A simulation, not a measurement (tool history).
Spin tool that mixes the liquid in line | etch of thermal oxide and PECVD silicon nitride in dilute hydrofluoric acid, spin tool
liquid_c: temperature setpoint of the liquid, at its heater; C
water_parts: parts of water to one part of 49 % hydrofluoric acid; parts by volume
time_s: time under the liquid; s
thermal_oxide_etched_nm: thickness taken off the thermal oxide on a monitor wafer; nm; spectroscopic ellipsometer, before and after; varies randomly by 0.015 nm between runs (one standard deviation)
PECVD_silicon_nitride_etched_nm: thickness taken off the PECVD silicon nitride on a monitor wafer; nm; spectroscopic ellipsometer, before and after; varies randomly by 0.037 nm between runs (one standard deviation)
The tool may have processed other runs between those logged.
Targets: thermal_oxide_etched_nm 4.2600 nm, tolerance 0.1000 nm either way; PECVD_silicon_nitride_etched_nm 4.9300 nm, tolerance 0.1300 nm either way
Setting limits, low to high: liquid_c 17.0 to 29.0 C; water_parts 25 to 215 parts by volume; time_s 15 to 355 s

run,hour,liquid_c,water_parts,time_s,thermal_oxide_etched_nm,PECVD_silicon_nitride_etched_nm
1,0.0,21.0,120,180,5.7692,5.4252
2,2.9,22.5,140,185,5.2465,5.2222
3,7.5,21.0,140,185,4.9723,4.7994
4,14.3,22.5,155,190,4.7605,4.9397
5,16.6,22.5,155,270,6.7928,7.0225
6,23.3,22.5,170,275,6.2014,6.4714
7,26.2,22.5,170,275,6.2106,6.4218
8,29.5,23.0,185,270,5.6507,6.0622
9,38.1,23.5,215,255,4.5416,5.1196
10,38.9,23.5,215,250,4.4259,4.9119
11,47.9,24.0,215,245,4.4317,5.0417

Which one of the following 5 next-run settings gets every result inside its allowed miss? There is exactly one.
A,56.9,26.5,205,210,?,?
B,56.9,26.5,215,215,?,?
C,56.9,26.0,180,175,?,?
D,56.9,27.0,215,215,?,?
E,56.9,24.5,180,200,?,?

move,thermal_oxide_etched_nm,PECVD_silicon_nitride_etched_nm
A,4.3904,5.2890
B,4.2391,5.1638
C,4.2063,4.8615
D,4.3160,5.3263
E,4.5448,5.0498
A: the biggest miss grows against the last run
B: corrects the largest miss of the last run, while another result sits out of spec
C: hits every target within its allowed miss
D: corrects the largest miss of the last run, while another result sits out of spec
E: the biggest miss grows against the last run
The right move is C.

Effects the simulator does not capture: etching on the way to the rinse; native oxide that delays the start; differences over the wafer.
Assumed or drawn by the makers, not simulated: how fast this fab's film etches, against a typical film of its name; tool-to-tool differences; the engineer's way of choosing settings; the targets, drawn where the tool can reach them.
